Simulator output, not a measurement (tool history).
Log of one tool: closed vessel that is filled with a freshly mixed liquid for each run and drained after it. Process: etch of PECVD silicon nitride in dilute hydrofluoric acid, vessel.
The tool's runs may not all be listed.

| run | hour | temperature setpoint of the liquid (C) | parts of water to one part of 49 % hydrofluoric acid (parts by volume) | time in the liquid (s) | thickness taken off the PECVD silicon nitride on a monitor wafer (nm) |
|---|---|---|---|---|---|
| 1 | 0.0 | 24.0 | 65 | 50 | 3.4394 |
| 2 | 5.5 | 22.0 | 70 | 50 | 2.8009 |
| 3 | 6.8 | 19.0 | 70 | 50 | 2.3014 |
| 4 | 14.0 | 18.5 | 70 | 50 | 2.2126 |
| 5 | 17.6 | 18.0 | 70 | 50 | 2.1353 |
| 6 | 18.9 | 18.0 | 70 | 50 | 2.1329 |
| 7 | 21.9 | 17.5 | 70 | 50 | 2.0548 |

The next listed run, before its measurement:
| 8 | 28.8 | 17.0 | 70 | 50 | ? |

{"run 8": {"thickness taken off the PECVD silicon nitride on a monitor wafer (nm)": 1.9919}}
